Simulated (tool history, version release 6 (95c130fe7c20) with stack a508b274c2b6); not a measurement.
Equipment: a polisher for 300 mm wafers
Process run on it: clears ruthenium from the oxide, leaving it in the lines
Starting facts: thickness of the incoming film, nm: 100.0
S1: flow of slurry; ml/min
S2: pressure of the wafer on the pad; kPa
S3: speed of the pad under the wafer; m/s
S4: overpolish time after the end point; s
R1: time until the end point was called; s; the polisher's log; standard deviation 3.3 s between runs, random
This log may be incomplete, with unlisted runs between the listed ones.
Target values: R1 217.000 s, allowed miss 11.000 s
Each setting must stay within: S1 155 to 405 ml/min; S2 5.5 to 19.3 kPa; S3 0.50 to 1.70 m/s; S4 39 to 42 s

{"run": 1, "hour": 0.0, "S1": 260, "S2": 12.4, "S3": 1.1, "S4": 39, "R1": 116.03}
{"run": 2, "hour": 5.4, "S1": 260, "S2": 12.4, "S3": 1.24, "S4": 39, "R1": 106.17}
{"run": 3, "hour": 10.4, "S1": 260, "S2": 12.4, "S3": 1.24, "S4": 42, "R1": 103.26}
{"run": 4, "hour": 14.7, "S1": 260, "S2": 11.7, "S3": 1.2, "S4": 42, "R1": 111.59}
{"run": 5, "hour": 20.5, "S1": 260, "S2": 10.3, "S3": 1.2, "S4": 42, "R1": 125.48}
{"run": 6, "hour": 28.9, "S1": 260, "S2": 9.7, "S3": 1.16, "S4": 42, "R1": 140.2}
{"run": 7, "hour": 34.6, "S1": 260, "S2": 9.0, "S3": 1.14, "S4": 42, "R1": 148.23}
{"hour": 40.0, "done": "worn pad replaced by a new one"}
{"run": 8, "hour": 40.0, "S1": 260, "S2": 8.3, "S3": 1.12, "S4": 42, "R1": 142.03}
{"run": 9, "hour": 45.5, "S1": 260, "S2": 7.6, "S3": 1.06, "S4": 42, "R1": 157.95}

Exercise: of the 4 proposed moves below, exactly one satisfies all targets within the stated allowed misses. Which move is it?
{"run": "A", "hour": 51.0, "S1": 235, "S2": 10.3, "S3": 1.26, "S4": 42, "R1": "?"}
{"run": "B", "hour": 51.0, "S1": 185, "S2": 8.3, "S3": 1.24, "S4": 39, "R1": "?"}
{"run": "C", "hour": 51.0, "S1": 335, "S2": 12.4, "S3": 1.12, "S4": 41, "R1": "?"}
{"run": "D", "hour": 51.0, "S1": 185, "S2": 5.5, "S3": 1.0, "S4": 42, "R1": "?"}

move=A R1=105.410
move=B R1=130.870
move=C R1=98.819
move=D R1=212.110
A: moves away from the targets compared with the last run
B: moves away from the targets compared with the last run
C: moves away from the targets compared with the last run
D: all results in spec
Move D is the one to make.

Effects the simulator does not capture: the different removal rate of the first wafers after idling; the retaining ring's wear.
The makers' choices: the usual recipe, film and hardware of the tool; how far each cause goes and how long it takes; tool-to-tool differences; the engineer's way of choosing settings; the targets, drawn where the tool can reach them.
